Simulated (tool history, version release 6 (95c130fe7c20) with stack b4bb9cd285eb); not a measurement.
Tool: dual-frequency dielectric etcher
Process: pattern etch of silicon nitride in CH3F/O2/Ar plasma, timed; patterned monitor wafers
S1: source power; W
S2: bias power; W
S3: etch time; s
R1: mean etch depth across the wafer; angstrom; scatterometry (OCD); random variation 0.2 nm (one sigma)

{"run": 1, "hour": 0.0, "S1": 420, "S2": 65, "S3": 63.5, "R1": 443.36}
{"run": 2, "hour": 5.8, "S1": 420, "S2": 65, "S3": 63.5, "R1": 443.4}
{"run": 3, "hour": 13.0, "S1": 400, "S2": 64, "S3": 63.5, "R1": 429.65}
{"run": 4, "hour": 21.5, "S1": 400, "S2": 60, "S3": 63.5, "R1": 412.1}
{"run": 5, "hour": 25.4, "S1": 400, "S2": 66, "S3": 63.5, "R1": 432.23}
{"run": 6, "hour": 33.3, "S1": 390, "S2": 66, "S3": 63.5, "R1": 425.69}
{"run": 7, "hour": 37.6, "S1": 380, "S2": 66, "S3": 63.5, "R1": 422.23}

Run 8 comes next. What will it give?
{"run": 8, "hour": 40.5, "S1": 370, "S2": 66, "S3": 63.5, "R1": "?"}

Run 8 gave R1 412.09 angstrom.

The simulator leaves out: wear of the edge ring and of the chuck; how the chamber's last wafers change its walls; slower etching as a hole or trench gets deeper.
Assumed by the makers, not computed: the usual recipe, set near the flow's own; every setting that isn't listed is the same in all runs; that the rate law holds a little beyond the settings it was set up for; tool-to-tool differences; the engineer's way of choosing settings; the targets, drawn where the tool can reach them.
